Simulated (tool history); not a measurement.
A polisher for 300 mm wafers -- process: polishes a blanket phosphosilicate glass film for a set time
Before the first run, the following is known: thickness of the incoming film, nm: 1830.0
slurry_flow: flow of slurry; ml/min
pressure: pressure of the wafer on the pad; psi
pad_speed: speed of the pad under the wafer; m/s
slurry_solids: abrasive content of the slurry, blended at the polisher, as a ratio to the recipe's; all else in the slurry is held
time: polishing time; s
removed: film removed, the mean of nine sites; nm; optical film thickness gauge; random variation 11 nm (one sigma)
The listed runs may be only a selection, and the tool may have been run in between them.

run    day  slurry_flow  pressure  pad_speed  slurry_solids  time  removed
  1  0.000          130       2.5       1.12            1.0    81   481.49
  2  0.304          130       2.9       1.14            1.0    81   544.85
  3  0.388          130       2.6       1.14            1.0    81   492.60
  4  0.504          130       3.0       1.16            1.0    81   555.14
  5  0.683          130       3.0       1.16            1.0    85   601.05
  6  0.800          130       3.0       1.16            1.0    81   542.70
     0.954  -- slurry blender recalibrated
  7  0.954          130       3.3       1.24            1.0    81   683.30
  8  1.062          130       3.4       1.24            1.0    81   727.05

Run 9 comes next. What will it give?
  9  1.158          130       3.5       1.24            1.0    81        ?

Run 9 gave removed 736.37 nm.
